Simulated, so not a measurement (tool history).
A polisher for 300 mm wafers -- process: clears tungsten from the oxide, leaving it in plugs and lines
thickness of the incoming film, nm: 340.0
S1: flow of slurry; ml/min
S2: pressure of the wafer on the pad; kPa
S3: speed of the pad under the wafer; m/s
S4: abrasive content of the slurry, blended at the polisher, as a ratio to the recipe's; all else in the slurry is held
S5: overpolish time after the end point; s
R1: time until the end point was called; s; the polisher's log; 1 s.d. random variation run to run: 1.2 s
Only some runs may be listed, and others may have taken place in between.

run	hour	S1	S2	S3	S4	S5	R1
1	0	235	29.6	1.08	1	43	63.034
2	7.5	235	29.6	1.08	1	45	63.489
3	11.5	235	26.9	1.08	1	45	72.103
4	20.3	235	24.8	1.08	1	45	75.629
5	23.1	235	24.8	1.3	1	45	63.659
6	30	270	24.8	1.3	1	45	61.025
7	31.3	260	22.1	1.3	1	45	70.324
8	36.5	255	20	1.3	1	45	76.505
9	40.3	250	13.1	1.28	1	45	117.9
10	43.5	260	13.8	1.28	1	45	114.05
11	44.1	260	14.5	1.28	1	45	104.34

What does the tool deliver on the next run?
12	52.2	265	14.5	1.28	1	45	?

For run 12 the tool returned R1 109.24 s.
